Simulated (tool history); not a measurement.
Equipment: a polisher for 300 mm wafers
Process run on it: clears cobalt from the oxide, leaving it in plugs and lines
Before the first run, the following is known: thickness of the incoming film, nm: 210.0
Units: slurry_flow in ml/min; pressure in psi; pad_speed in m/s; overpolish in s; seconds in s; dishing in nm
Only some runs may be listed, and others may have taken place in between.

run  hour  slurry_flow  pressure  pad_speed  overpolish  seconds  dishing
  1     0          220       2.2       0.84          19   54.151   41.093
  2   0.6          220       2.6       0.86          19    45.32   44.363
  3   5.2          220       2.8       0.86          19   40.831   45.688
  4  10.2          220       3.3       0.86          19   34.528   48.474
  5    12          220       3.3       0.86          15   34.633   44.017
  6  15.6          220       3.4       0.88          17    32.87   48.882

Run 7, settings as shown, results not yet in. Your forecast:
  7  16.7          220       3.4        0.9          18        ?        ?

{"run 7": {"seconds": 31.934, "dishing": 48.432}}

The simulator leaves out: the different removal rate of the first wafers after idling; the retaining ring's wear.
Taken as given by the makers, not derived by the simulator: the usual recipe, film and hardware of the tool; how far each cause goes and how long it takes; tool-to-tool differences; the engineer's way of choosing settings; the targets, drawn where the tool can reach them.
